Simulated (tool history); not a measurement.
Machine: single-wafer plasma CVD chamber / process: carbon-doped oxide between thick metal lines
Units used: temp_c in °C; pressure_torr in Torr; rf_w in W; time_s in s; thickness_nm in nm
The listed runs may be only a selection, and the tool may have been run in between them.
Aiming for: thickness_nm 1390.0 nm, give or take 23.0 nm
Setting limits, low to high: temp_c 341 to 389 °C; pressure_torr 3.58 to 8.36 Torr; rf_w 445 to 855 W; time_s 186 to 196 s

Run 1, hour 0.0: temp_c 365 °C, pressure_torr 5.97 Torr, rf_w 650 W, time_s 196 s. Result: thickness_nm 1229.8 nm.
Run 2, hour 0.6: temp_c 365 °C, pressure_torr 5.97 Torr, rf_w 705 W, time_s 196 s. Result: thickness_nm 1285.3 nm.
Run 3, hour 7.6: temp_c 363 °C, pressure_torr 6.22 Torr, rf_w 715 W, time_s 196 s. Result: thickness_nm 1312.8 nm.
Run 4, hour 8.7: temp_c 361 °C, pressure_torr 6.41 Torr, rf_w 720 W, time_s 196 s. Result: thickness_nm 1320.9 nm.
Run 5, hour 17.5: temp_c 361 °C, pressure_torr 7.17 Torr, rf_w 720 W, time_s 196 s. Result: thickness_nm 1341.0 nm.
Run 6, hour 20.2: temp_c 368 °C, pressure_torr 7.17 Torr, rf_w 720 W, time_s 196 s. Result: thickness_nm 1313.8 nm.
Run 7, hour 21.3: temp_c 366 °C, pressure_torr 7.30 Torr, rf_w 725 W, time_s 196 s. Result: thickness_nm 1329.9 nm.
Run 8, hour 23.4: temp_c 364 °C, pressure_torr 7.41 Torr, rf_w 730 W, time_s 196 s. Result: thickness_nm 1345.0 nm.
Run 9, hour 24.4: temp_c 363 °C, pressure_torr 7.49 Torr, rf_w 735 W, time_s 196 s. Result: thickness_nm 1345.3 nm.
Run 10, hour 30.8: temp_c 362 °C, pressure_torr 7.54 Torr, rf_w 740 W, time_s 196 s. Result: thickness_nm 1361.2 nm.

5 candidate next runs follow, results not yet known. Just one meets every target within its allowed miss. Identify it.
Run A, hour 37.2: temp_c 356 °C, pressure_torr 8.01 Torr, rf_w 710 W, time_s 193 s. Result: thickness_nm ?.
Run B, hour 37.2: temp_c 354 °C, pressure_torr 6.53 Torr, rf_w 720 W, time_s 194 s. Result: thickness_nm ?.
Run C, hour 37.2: temp_c 364 °C, pressure_torr 7.28 Torr, rf_w 740 W, time_s 192 s. Result: thickness_nm ?.
Run D, hour 37.2: temp_c 363 °C, pressure_torr 7.95 Torr, rf_w 790 W, time_s 193 s. Result: thickness_nm ?.
Run E, hour 37.2: temp_c 346 °C, pressure_torr 8.15 Torr, rf_w 655 W, time_s 196 s. Result: thickness_nm ?.

move  thickness_nm
   A        1339.7
   B        1342.1
   C        1331.8
   D        1402.1
   E        1331.4
A: its largest miss is bigger than the last run's
B: its largest miss is bigger than the last run's
C: its largest miss is bigger than the last run's
D: meets every target
E: its largest miss is bigger than the last run's
So the answer is move D, the one that meets all the targets.
